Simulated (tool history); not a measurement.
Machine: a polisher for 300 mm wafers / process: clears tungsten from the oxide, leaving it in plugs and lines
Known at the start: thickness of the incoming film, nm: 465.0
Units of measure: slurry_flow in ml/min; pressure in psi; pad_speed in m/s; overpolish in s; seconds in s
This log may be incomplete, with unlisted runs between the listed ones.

run	hour	slurry_flow	pressure	pad_speed	slurry_solids	overpolish	seconds
1	0.0	280	2.9	1.06	1.00	14	129.38
2	3.2	280	2.6	1.04	1.00	14	140.60
3	4.9	280	2.6	1.04	1.20	14	134.71
4	9.0	280	2.3	0.98	1.20	14	147.59
# hour 12.9: slurry nozzle cleaned
5	12.9	280	2.9	0.98	1.20	14	128.59
6	21.6	280	2.6	0.92	1.20	14	140.33
7	29.5	275	2.3	0.84	1.15	14	170.81
8	34.1	275	2.1	0.82	1.15	14	178.46

Run 9, settings as shown, results not yet in. Your forecast:
9	39.6	275	1.4	0.72	1.15	14	?

seconds: 241.75 s
